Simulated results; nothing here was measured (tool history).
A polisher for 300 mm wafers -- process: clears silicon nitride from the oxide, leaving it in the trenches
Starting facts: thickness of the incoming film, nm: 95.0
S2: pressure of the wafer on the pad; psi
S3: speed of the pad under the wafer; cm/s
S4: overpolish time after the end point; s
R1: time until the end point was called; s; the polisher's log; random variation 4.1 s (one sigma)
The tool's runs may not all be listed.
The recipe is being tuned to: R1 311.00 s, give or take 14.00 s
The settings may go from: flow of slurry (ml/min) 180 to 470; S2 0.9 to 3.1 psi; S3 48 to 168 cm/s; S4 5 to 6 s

Run 1, hour 0.0: flow of slurry (ml/min) 300, S2 2.0 psi, S3 108 cm/s, S4 6 s. Result: R1 153.31 s.
Run 2, hour 7.0: flow of slurry (ml/min) 330, S2 2.0 psi, S3 108 cm/s, S4 6 s. Result: R1 151.71 s.
Run 3, hour 7.6: flow of slurry (ml/min) 400, S2 2.0 psi, S3 108 cm/s, S4 6 s. Result: R1 150.02 s.
Run 4, hour 12.1: flow of slurry (ml/min) 400, S2 1.9 psi, S3 106 cm/s, S4 6 s. Result: R1 156.92 s.
Run 5, hour 16.5: flow of slurry (ml/min) 400, S2 1.8 psi, S3 102 cm/s, S4 6 s. Result: R1 170.38 s.
Run 6, hour 23.6: flow of slurry (ml/min) 400, S2 1.8 psi, S3 124 cm/s, S4 6 s. Result: R1 139.19 s.
Run 7, hour 28.8: flow of slurry (ml/min) 390, S2 1.2 psi, S3 94 cm/s, S4 6 s. Result: R1 224.23 s.
Run 8, hour 31.1: flow of slurry (ml/min) 390, S2 1.2 psi, S3 94 cm/s, S4 6 s. Result: R1 226.75 s.
Run 9, hour 39.1: flow of slurry (ml/min) 390, S2 1.2 psi, S3 92 cm/s, S4 6 s. Result: R1 231.04 s.
Run 10, hour 44.4: flow of slurry (ml/min) 390, S2 1.2 psi, S3 90 cm/s, S4 6 s. Result: R1 233.92 s.
Run 11, hour 45.9: flow of slurry (ml/min) 390, S2 1.2 psi, S3 88 cm/s, S4 6 s. Result: R1 237.53 s.
Run 12, hour 50.0: flow of slurry (ml/min) 390, S2 1.2 psi, S3 86 cm/s, S4 6 s. Result: R1 248.77 s.

Of the 5 settings listed for the next run, only one would bring every result within its allowed miss of target. Which one?
Run A, hour 54.1: flow of slurry (ml/min) 405, S2 1.3 psi, S3 64 cm/s, S4 6 s. Result: R1 ?.
Run B, hour 54.1: flow of slurry (ml/min) 445, S2 1.4 psi, S3 68 cm/s, S4 5 s. Result: R1 ?.
Run C, hour 54.1: flow of slurry (ml/min) 410, S2 1.2 psi, S3 72 cm/s, S4 5 s. Result: R1 ?.
Run D, hour 54.1: flow of slurry (ml/min) 455, S2 1.2 psi, S3 76 cm/s, S4 5 s. Result: R1 ?.
Run E, hour 54.1: flow of slurry (ml/min) 335, S2 1.1 psi, S3 80 cm/s, S4 6 s. Result: R1 ?.

move      R1
   A  317.08
   B  286.78
   C  294.64
   D  278.33
   E  280.53
A: all results land within tolerance of their targets
B: closer than the last run, but not yet in spec
C: closer than the last run, but not yet in spec
D: closer than the last run, but not yet in spec
E: closer than the last run, but not yet in spec
Correct choice: A, which meets every target

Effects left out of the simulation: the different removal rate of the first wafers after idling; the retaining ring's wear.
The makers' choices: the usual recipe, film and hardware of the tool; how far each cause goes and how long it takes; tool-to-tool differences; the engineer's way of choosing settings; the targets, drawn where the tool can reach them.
